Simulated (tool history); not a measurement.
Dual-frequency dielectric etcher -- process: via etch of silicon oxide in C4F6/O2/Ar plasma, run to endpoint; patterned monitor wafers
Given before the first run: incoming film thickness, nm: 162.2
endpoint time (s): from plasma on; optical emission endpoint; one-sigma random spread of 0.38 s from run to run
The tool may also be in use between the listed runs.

| run | hour | bias power (W) | source power (W) | Ar flow (sccm) | endpoint time (s) |
|---|---|---|---|---|---|
| 1 | 0 | 493 | 390 | 306 | 36.949 |
| 2 | 0.9 | 551 | 390 | 306 | 35.425 |
| 3 | 1.6 | 551 | 420 | 306 | 34.522 |
| 4 | 3.2 | 551 | 420 | 358 | 35.132 |
| 5 | 9 | 551 | 420 | 380 | 36.05 |
| 6 | 13.4 | 510 | 400 | 385 | 37.448 |

Predict the results of run 7:
| 7 | 16.6 | 475 | 380 | 390 | ? |

{"run 7": {"endpoint time (s)": 39.014}}
